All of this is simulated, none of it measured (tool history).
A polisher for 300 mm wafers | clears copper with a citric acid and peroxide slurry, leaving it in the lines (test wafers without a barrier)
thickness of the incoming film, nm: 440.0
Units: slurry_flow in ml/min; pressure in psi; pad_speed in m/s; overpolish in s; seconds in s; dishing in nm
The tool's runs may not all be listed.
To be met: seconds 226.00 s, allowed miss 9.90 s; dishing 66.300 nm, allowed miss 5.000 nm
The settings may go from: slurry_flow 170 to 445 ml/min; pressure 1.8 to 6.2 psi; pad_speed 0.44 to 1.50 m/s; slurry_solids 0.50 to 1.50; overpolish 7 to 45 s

Run 1, hour 0.0: slurry_flow 285 ml/min, pressure 4.0 psi, pad_speed 0.96 m/s, slurry_solids 1.00, overpolish 23 s. Result: seconds 162.18 s, dishing 53.657 nm.
Run 2, hour 6.7: slurry_flow 350 ml/min, pressure 4.0 psi, pad_speed 0.96 m/s, slurry_solids 1.00, overpolish 23 s. Result: seconds 160.44 s, dishing 55.111 nm.
Run 3, hour 14.5: slurry_flow 350 ml/min, pressure 4.0 psi, pad_speed 0.80 m/s, slurry_solids 1.00, overpolish 23 s. Result: seconds 177.83 s, dishing 48.328 nm.
Run 4, hour 23.1: slurry_flow 350 ml/min, pressure 4.0 psi, pad_speed 0.80 m/s, slurry_solids 0.90, overpolish 23 s. Result: seconds 185.15 s, dishing 46.351 nm.
Run 5, hour 30.8: slurry_flow 305 ml/min, pressure 4.0 psi, pad_speed 0.80 m/s, slurry_solids 0.90, overpolish 23 s. Result: seconds 189.13 s, dishing 46.806 nm.
At hour 34.5: slurry nozzle cleaned.
Run 6, hour 34.5: slurry_flow 300 ml/min, pressure 3.8 psi, pad_speed 0.80 m/s, slurry_solids 0.90, overpolish 27 s. Result: seconds 193.92 s, dishing 51.327 nm.
Run 7, hour 35.3: slurry_flow 300 ml/min, pressure 3.6 psi, pad_speed 0.80 m/s, slurry_solids 0.90, overpolish 31 s. Result: seconds 203.81 s, dishing 56.681 nm.
Run 8, hour 39.3: slurry_flow 300 ml/min, pressure 3.5 psi, pad_speed 0.80 m/s, slurry_solids 0.90, overpolish 33 s. Result: seconds 205.74 s, dishing 59.333 nm.
Run 9, hour 46.4: slurry_flow 300 ml/min, pressure 3.4 psi, pad_speed 0.80 m/s, slurry_solids 0.90, overpolish 35 s. Result: seconds 219.90 s, dishing 60.283 nm.
Run 10, hour 54.7: slurry_flow 300 ml/min, pressure 3.4 psi, pad_speed 0.80 m/s, slurry_solids 0.90, overpolish 36 s. Result: seconds 213.39 s, dishing 58.205 nm.

Which of these 4 next moves meets every target?
Run A, hour 63.0: slurry_flow 290 ml/min, pressure 2.9 psi, pad_speed 1.22 m/s, slurry_solids 0.75, overpolish 36 s. Result: seconds ?, dishing ?.
Run B, hour 63.0: slurry_flow 235 ml/min, pressure 3.5 psi, pad_speed 0.70 m/s, slurry_solids 1.05, overpolish 41 s. Result: seconds ?, dishing ?.
Run C, hour 63.0: slurry_flow 295 ml/min, pressure 3.3 psi, pad_speed 0.80 m/s, slurry_solids 0.80, overpolish 34 s. Result: seconds ?, dishing ?.
Run D, hour 63.0: slurry_flow 270 ml/min, pressure 3.4 psi, pad_speed 0.84 m/s, slurry_solids 0.95, overpolish 28 s. Result: seconds ?, dishing ?.

move  seconds  dishing
   A   193.64   67.063
   B   230.22   65.809
   C   230.66   56.066
   D   210.72   51.431
A: brings the result that was furthest off to its target, and leaves another outside
B: meets every target
C: further off than the last run
D: further off than the last run
The right move is B.

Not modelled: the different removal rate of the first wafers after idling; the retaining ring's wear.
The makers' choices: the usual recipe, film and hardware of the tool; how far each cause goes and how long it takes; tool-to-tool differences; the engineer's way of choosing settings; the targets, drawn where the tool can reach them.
